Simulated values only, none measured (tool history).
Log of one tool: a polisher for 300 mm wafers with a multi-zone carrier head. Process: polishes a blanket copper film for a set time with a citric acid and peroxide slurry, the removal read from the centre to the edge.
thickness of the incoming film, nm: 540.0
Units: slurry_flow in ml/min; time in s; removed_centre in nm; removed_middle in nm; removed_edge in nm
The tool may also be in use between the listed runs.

{"run": 1, "hour": 0.0, "slurry_flow": 215, "centre_zone": 1.0, "middle_zone": 1.0, "edge_zone": 1.0, "slurry_solids": 1.0, "time": 65, "removed_centre": 131.76, "removed_middle": 130.99, "removed_edge": 128.34}
{"run": 2, "hour": 4.1, "slurry_flow": 215, "centre_zone": 0.95, "middle_zone": 1.0, "edge_zone": 1.0, "slurry_solids": 1.0, "time": 65, "removed_centre": 120.77, "removed_middle": 130.78, "removed_edge": 130.4}
{"run": 3, "hour": 7.1, "slurry_flow": 215, "centre_zone": 0.95, "middle_zone": 1.0, "edge_zone": 1.0, "slurry_solids": 1.2, "time": 65, "removed_centre": 128.7, "removed_middle": 136.57, "removed_edge": 135.15}
{"run": 4, "hour": 8.5, "slurry_flow": 215, "centre_zone": 0.95, "middle_zone": 1.0, "edge_zone": 1.0, "slurry_solids": 1.05, "time": 65, "removed_centre": 122.28, "removed_middle": 131.14, "removed_edge": 133.26}
{"run": 5, "hour": 9.2, "slurry_flow": 215, "centre_zone": 0.95, "middle_zone": 1.02, "edge_zone": 0.98, "slurry_solids": 1.0, "time": 63, "removed_centre": 117.74, "removed_middle": 128.43, "removed_edge": 124.01}
{"run": 6, "hour": 13.7, "slurry_flow": 265, "centre_zone": 0.95, "middle_zone": 1.02, "edge_zone": 0.98, "slurry_solids": 1.0, "time": 63, "removed_centre": 121.17, "removed_middle": 131.83, "removed_edge": 130.34}
{"run": 7, "hour": 16.3, "slurry_flow": 255, "centre_zone": 0.94, "middle_zone": 1.03, "edge_zone": 0.96, "slurry_solids": 0.95, "time": 62, "removed_centre": 114.93, "removed_middle": 131.89, "removed_edge": 123.22}
{"run": 8, "hour": 22.3, "slurry_flow": 250, "centre_zone": 0.93, "middle_zone": 1.02, "edge_zone": 0.95, "slurry_solids": 0.9, "time": 61, "removed_centre": 110.47, "removed_middle": 119.77, "removed_edge": 120.22}

Forecast run 9:
{"run": 9, "hour": 31.4, "slurry_flow": 245, "centre_zone": 0.92, "middle_zone": 1.04, "edge_zone": 0.94, "slurry_solids": 0.85, "time": 60, "removed_centre": "?", "removed_middle": "?", "removed_edge": "?"}

{"run 9": {"removed_centre": 108.16, "removed_middle": 121.64, "removed_edge": 115.17}}
